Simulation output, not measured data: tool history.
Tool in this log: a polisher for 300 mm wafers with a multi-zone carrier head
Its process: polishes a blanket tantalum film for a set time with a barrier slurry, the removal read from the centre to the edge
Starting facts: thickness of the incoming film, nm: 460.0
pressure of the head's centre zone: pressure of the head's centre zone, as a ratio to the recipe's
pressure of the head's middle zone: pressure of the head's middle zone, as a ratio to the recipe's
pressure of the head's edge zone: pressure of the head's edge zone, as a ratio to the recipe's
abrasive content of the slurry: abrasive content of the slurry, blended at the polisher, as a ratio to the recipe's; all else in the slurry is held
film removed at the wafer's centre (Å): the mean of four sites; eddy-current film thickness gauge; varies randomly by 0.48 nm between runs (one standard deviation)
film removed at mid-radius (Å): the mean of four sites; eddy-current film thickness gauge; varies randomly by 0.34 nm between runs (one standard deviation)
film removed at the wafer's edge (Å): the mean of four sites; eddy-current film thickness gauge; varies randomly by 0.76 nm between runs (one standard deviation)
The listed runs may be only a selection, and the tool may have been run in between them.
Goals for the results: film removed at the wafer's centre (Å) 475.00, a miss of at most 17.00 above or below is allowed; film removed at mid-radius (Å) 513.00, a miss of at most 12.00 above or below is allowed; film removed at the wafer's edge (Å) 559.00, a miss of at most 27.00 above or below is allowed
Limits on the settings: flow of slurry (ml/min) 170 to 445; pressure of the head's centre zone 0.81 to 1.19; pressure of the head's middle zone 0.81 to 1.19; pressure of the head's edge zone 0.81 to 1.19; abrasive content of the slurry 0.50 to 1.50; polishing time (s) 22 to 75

| run | hour | flow of slurry (ml/min) | pressure of the head's centre zone | pressure of the head's middle zone | pressure of the head's edge zone | abrasive content of the slurry | polishing time (s) | film removed at the wafer's centre (Å) | film removed at mid-radius (Å) | film removed at the wafer's edge (Å) |
|---|---|---|---|---|---|---|---|---|---|---|
| 1 | 0.0 | 285 | 1.00 | 1.00 | 1.00 | 1.00 | 48 | 907.47 | 912.22 | 903.15 |
| 2 | 0.7 | 280 | 0.98 | 0.99 | 0.99 | 0.95 | 47 | 861.26 | 870.49 | 852.36 |
| 3 | 3.0 | 280 | 0.98 | 0.99 | 0.94 | 0.95 | 47 | 864.14 | 862.71 | 839.45 |
| 4 | 5.6 | 340 | 0.98 | 0.99 | 0.94 | 0.95 | 47 | 867.20 | 884.33 | 842.87 |
| 5 | 13.6 | 405 | 0.98 | 0.99 | 0.94 | 0.95 | 47 | 891.34 | 902.76 | 881.84 |
| 6 | 15.6 | 405 | 0.98 | 0.99 | 0.94 | 0.85 | 47 | 860.61 | 869.38 | 859.17 |
| 7 | 18.6 | 400 | 0.96 | 0.98 | 0.94 | 0.80 | 46 | 816.61 | 816.28 | 830.51 |
| 8 | 19.2 | 395 | 0.94 | 0.98 | 0.94 | 0.75 | 45 | 760.12 | 798.62 | 755.18 |
| 9 | 27.3 | 400 | 0.93 | 0.96 | 0.96 | 0.70 | 44 | 698.89 | 738.51 | 729.24 |
| 10 | 30.4 | 395 | 0.92 | 0.94 | 0.97 | 0.70 | 44 | 711.05 | 729.21 | 726.06 |
|  | 36.6 | slurry nozzle cleaned |
| 11 | 36.6 | 380 | 0.82 | 0.92 | 1.07 | 0.50 | 30 | 387.45 | 435.00 | 482.57 |
| 12 | 38.1 | 380 | 0.83 | 0.93 | 1.08 | 0.50 | 30 | 389.05 | 434.11 | 470.70 |
| 13 | 46.3 | 380 | 0.83 | 0.93 | 1.08 | 0.50 | 30 | 384.94 | 436.12 | 473.90 |
| 14 | 52.3 | 380 | 0.83 | 0.93 | 1.08 | 0.55 | 30 | 400.15 | 459.33 | 483.69 |
| 15 | 60.8 | 370 | 0.83 | 0.92 | 1.08 | 0.55 | 30 | 414.38 | 451.69 | 487.48 |
| 16 | 69.5 | 375 | 0.83 | 0.92 | 1.08 | 0.55 | 30 | 405.57 | 449.95 | 487.76 |
| 17 | 73.4 | 385 | 0.83 | 0.90 | 1.09 | 0.65 | 31 | 450.76 | 493.57 | 542.03 |
| 18 | 74.1 | 390 | 0.83 | 0.90 | 1.09 | 0.65 | 31 | 453.05 | 489.55 | 544.37 |
| 19 | 81.2 | 395 | 0.83 | 0.90 | 1.09 | 0.65 | 31 | 445.23 | 489.76 | 563.24 |
| 20 | 82.5 | 395 | 0.84 | 0.90 | 1.09 | 0.65 | 31 | 455.31 | 491.65 | 550.14 |
| 21 | 83.3 | 400 | 0.84 | 0.90 | 1.09 | 0.65 | 31 | 463.64 | 493.78 | 560.85 |

Of the 4 settings listed for the next run, only one would bring every result within its allowed miss of target. Which one?
| A | 84.1 | 445 | 0.81 | 0.88 | 1.05 | 0.55 | 33 | ? | ? | ? |
| B | 84.1 | 380 | 0.90 | 0.85 | 1.06 | 0.65 | 31 | ? | ? | ? |
| C | 84.1 | 420 | 0.88 | 0.86 | 1.08 | 0.50 | 35 | ? | ? | ? |
| D | 84.1 | 270 | 0.90 | 0.97 | 1.16 | 0.60 | 32 | ? | ? | ? |

| move | film removed at the wafer's centre (Å) | film removed at mid-radius (Å) | film removed at the wafer's edge (Å) |
|---|---|---|---|
| A | 440.42 | 479.64 | 543.48 |
| B | 485.51 | 462.38 | 543.37 |
| C | 486.01 | 477.73 | 560.30 |
| D | 472.90 | 503.53 | 557.61 |
A: misses by more than the last run did
B: misses by more than the last run did
C: misses by more than the last run did
D: every result lands within tolerance
D meets every target.
